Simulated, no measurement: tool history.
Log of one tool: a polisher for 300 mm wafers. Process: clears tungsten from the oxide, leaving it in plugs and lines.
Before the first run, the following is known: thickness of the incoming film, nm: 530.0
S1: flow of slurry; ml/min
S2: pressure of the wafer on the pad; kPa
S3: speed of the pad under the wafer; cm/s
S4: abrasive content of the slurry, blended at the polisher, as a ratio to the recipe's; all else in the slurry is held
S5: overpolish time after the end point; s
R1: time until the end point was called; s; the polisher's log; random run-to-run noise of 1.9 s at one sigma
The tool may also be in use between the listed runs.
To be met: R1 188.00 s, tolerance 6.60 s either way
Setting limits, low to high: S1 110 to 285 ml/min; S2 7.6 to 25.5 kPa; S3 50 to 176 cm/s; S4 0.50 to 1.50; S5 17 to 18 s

run 1 day=0.000 | S1=180 S2=16.5 S3=112 S4=1.00 S5=17 | R1=151.64
run 2 day=0.021 | S1=165 S2=16.5 S3=112 S4=1.00 S5=17 | R1=153.18
run 3 day=0.325 | S1=165 S2=15.9 S3=112 S4=1.00 S5=17 | R1=157.74
run 4 day=0.562 | S1=165 S2=18.6 S3=112 S4=1.00 S5=17 | R1=145.83
run 5 day=0.608 | S1=165 S2=18.6 S3=126 S4=1.00 S5=17 | R1=126.48
run 6 day=0.850 | S1=165 S2=17.9 S3=126 S4=1.00 S5=17 | R1=131.27
run 7 day=1.104 | S1=165 S2=17.2 S3=126 S4=1.00 S5=17 | R1=133.64
run 8 day=1.433 | S1=165 S2=16.5 S3=126 S4=1.00 S5=17 | R1=138.66
run 9 day=1.671 | S1=155 S2=12.4 S3=124 S4=1.00 S5=17 | R1=168.91

Which single option among these 4 for the next run brings every result within its allowed miss of target? Just one does.
run A day=1.908 | S1=140 S2=11.7 S3=136 S4=1.15 S5=18 | R1=?
run B day=1.908 | S1=120 S2=14.5 S3=138 S4=0.95 S5=17 | R1=?
run C day=1.908 | S1=195 S2=10.3 S3=104 S4=0.95 S5=18 | R1=?
run D day=1.908 | S1=150 S2=13.1 S3=108 S4=0.95 S5=18 | R1=?

move=A R1=154.59
move=B R1=146.54
move=C R1=212.00
move=D R1=187.50
A: further off than the last run
B: further off than the last run
C: takes the biggest miss from the last run beyond its target
D: in spec on every target
The right move is D.
